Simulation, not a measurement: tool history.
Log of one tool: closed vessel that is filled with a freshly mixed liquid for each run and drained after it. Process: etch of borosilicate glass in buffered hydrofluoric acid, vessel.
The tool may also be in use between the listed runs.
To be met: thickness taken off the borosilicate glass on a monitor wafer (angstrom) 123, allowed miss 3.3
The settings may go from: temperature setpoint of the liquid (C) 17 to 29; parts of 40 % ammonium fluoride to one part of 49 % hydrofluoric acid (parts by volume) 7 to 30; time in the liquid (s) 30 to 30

run  hour  temperature setpoint of the liquid (C)  parts of 40 % ammonium fluoride to one part of 49 % hydrofluoric acid (parts by volume)  time in the liquid (s)  thickness taken off the borosilicate glass on a monitor wafer (angstrom)
  1     0                                      21                                                                                       20                      30                                                                    168.93
  2   8.8                                      23                                                                                       20                      30                                                                    188.75
  3  16.2                                      23                                                                                     16.5                      30                                                                    229.37
  4  24.6                                      22                                                                                     17.5                      30                                                                     205.2
  5  27.2                                      21                                                                                     18.5                      30                                                                    180.58
  6  35.2                                      24                                                                                     18.5                      30                                                                    215.24
  7  43.1                                    22.5                                                                                       19                      30                                                                     195.3
  8  48.7                                    21.5                                                                                     19.5                      30                                                                    179.99
     49.7  -- hydrofluoric acid flow meter replaced
  9  49.7                                    20.5                                                                                       20                      30                                                                    155.01
 10  57.7                                      20                                                                                       20                      30                                                                    147.88
 11  66.9                                    19.5                                                                                       20                      30                                                                    145.74
 12  68.8                                      19                                                                                       20                      30                                                                    142.63

4 next moves are on the table. One of them brings every result within its allowed miss. Which?
  A  70.7                                      19                                                                                       22                      30                                                                         ?
  B  70.7                                      17                                                                                       19                      30                                                                         ?
  C  70.7                                    19.5                                                                                       19                      30                                                                         ?
  D  70.7                                      17                                                                                       21                      30                                                                         ?

move  thickness taken off the borosilicate glass on a monitor wafer (angstrom)
   A                                                                    132.31
   B                                                                     133.1
   C                                                                    152.96
   D                                                                    122.24
A: nearer than the last run, and not there yet
B: nearer than the last run, and not there yet
C: further off than the last run
D: meets every target
Move D is the one to make.
